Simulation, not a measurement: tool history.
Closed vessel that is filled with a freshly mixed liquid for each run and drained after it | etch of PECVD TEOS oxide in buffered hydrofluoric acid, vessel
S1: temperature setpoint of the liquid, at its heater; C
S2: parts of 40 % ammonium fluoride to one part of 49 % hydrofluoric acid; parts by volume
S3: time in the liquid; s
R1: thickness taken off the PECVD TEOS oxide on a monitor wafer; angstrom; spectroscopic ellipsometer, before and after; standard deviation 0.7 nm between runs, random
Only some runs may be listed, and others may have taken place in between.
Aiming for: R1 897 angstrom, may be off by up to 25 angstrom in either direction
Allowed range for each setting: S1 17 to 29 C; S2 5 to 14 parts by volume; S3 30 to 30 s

run 1 day=0 | S1=21 S2=8.5 S3=30 | R1=1040.9
run 2 day=0.129 | S1=20 S2=8.5 S3=30 | R1=984.35
run 3 day=0.454 | S1=19.5 S2=8.5 S3=30 | R1=954.79
run 4 day=0.596 | S1=19.5 S2=11 S3=30 | R1=754.94
run 5 day=0.888 | S1=19.5 S2=11 S3=30 | R1=758.3
run 6 day=1.262 | S1=20.5 S2=11 S3=30 | R1=800.97
run 7 day=1.521 | S1=21 S2=11 S3=30 | R1=828.76
run 8 day=1.658 | S1=21.5 S2=11 S3=30 | R1=855.98

5 candidate next runs follow, results not yet known. Just one meets every target within its allowed miss. Identify it.
run A day=1.796 | S1=17 S2=8.5 S3=30 | R1=?
run B day=1.796 | S1=23 S2=10.5 S3=30 | R1=?
run C day=1.796 | S1=21 S2=9.5 S3=30 | R1=?
run D day=1.796 | S1=22 S2=11.5 S3=30 | R1=?
run E day=1.796 | S1=23 S2=11.5 S3=30 | R1=?

move=A R1=824.51
move=B R1=970.76
move=C R1=940.41
move=D R1=840.25
move=E R1=888.33
A: further off than the last run
B: moves the result that the last run missed by most past its target, out the other side
C: moves the result that the last run missed by most past its target, out the other side
D: further off than the last run
E: every result within its allowed miss
Answer: E
